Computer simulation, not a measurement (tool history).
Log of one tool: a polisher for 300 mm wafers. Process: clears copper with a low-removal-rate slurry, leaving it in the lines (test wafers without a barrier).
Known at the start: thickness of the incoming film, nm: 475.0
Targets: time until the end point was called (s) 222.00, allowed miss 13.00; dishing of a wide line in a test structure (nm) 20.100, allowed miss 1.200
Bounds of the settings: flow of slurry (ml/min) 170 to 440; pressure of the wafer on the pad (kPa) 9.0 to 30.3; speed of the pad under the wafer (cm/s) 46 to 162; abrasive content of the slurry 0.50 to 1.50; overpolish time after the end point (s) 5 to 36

| run | hour | flow of slurry (ml/min) | pressure of the wafer on the pad (kPa) | speed of the pad under the wafer (cm/s) | abrasive content of the slurry | overpolish time after the end point (s) | time until the end point was called (s) | dishing of a wide line in a test structure (nm) |
|---|---|---|---|---|---|---|---|---|
| 1 | 0.0 | 280 | 19.3 | 104 | 1.00 | 18 | 183.79 | 26.767 |
| 2 | 6.2 | 280 | 19.3 | 116 | 1.00 | 18 | 163.13 | 30.006 |
| 3 | 10.6 | 280 | 17.9 | 116 | 1.00 | 17 | 176.35 | 27.295 |
| 4 | 16.4 | 280 | 17.2 | 116 | 1.00 | 16 | 183.69 | 24.038 |
| 5 | 19.7 | 280 | 16.5 | 116 | 1.00 | 16 | 184.92 | 24.218 |
| 6 | 21.6 | 280 | 15.9 | 116 | 1.00 | 16 | 196.33 | 22.083 |
| 7 | 22.1 | 280 | 15.2 | 116 | 1.00 | 16 | 200.84 | 22.486 |
| 8 | 31.0 | 280 | 14.5 | 116 | 1.00 | 16 | 212.99 | 20.544 |

Which of these 4 next moves meets every target?
| A | 39.9 | 335 | 15.2 | 106 | 1.10 | 15 | ? | ? |
| B | 39.9 | 275 | 15.2 | 108 | 1.05 | 19 | ? | ? |
| C | 39.9 | 230 | 14.5 | 132 | 1.10 | 14 | ? | ? |
| D | 39.9 | 340 | 15.9 | 116 | 1.05 | 13 | ? | ? |

| move | time until the end point was called (s) | dishing of a wide line in a test structure (nm) |
|---|---|---|
| A | 215.61 | 20.892 |
| B | 217.54 | 24.965 |
| C | 189.59 | 21.871 |
| D | 190.55 | 20.597 |
A: meets every target
B: brings the result that was furthest off to its target, and leaves another outside
C: further off than the last run
D: further off than the last run
Move A is the one to make.
